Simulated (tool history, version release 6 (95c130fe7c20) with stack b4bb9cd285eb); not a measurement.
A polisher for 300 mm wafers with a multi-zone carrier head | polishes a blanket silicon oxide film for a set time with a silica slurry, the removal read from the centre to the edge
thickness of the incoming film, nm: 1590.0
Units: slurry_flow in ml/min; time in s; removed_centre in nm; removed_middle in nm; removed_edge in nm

run,hour,slurry_flow,centre_zone,middle_zone,edge_zone,slurry_solids,time,removed_centre,removed_middle,removed_edge
1,0,210,1,1,1,1,58,154.46,142.41,142.09
2,8.3,210,1,0.97,1,1,58,158.5,138.73,141.8
3,14,260,1,0.97,1,1,58,164.74,141.92,145.81
4,16.4,260,1,0.94,1,1,58,161.9,139.29,146.04
5,20.8,260,1,0.94,1,1,51,143.69,122.04,129.09
6,23.7,260,1,0.94,1,1,39,108.69,93.298,97.927
7,30.9,270,0.94,1.04,1.1,1.25,55,159.69,158.19,157.99
8,35,270,0.94,1.05,1.12,1.3,56,168.82,162.27,169.5

For run 9, what comes out?
9,38.8,275,0.94,1.08,1.13,1.35,56,?,?,?

{"run 9": {"removed_centre": 172.09, "removed_middle": 170.12, "removed_edge": 171.68}}

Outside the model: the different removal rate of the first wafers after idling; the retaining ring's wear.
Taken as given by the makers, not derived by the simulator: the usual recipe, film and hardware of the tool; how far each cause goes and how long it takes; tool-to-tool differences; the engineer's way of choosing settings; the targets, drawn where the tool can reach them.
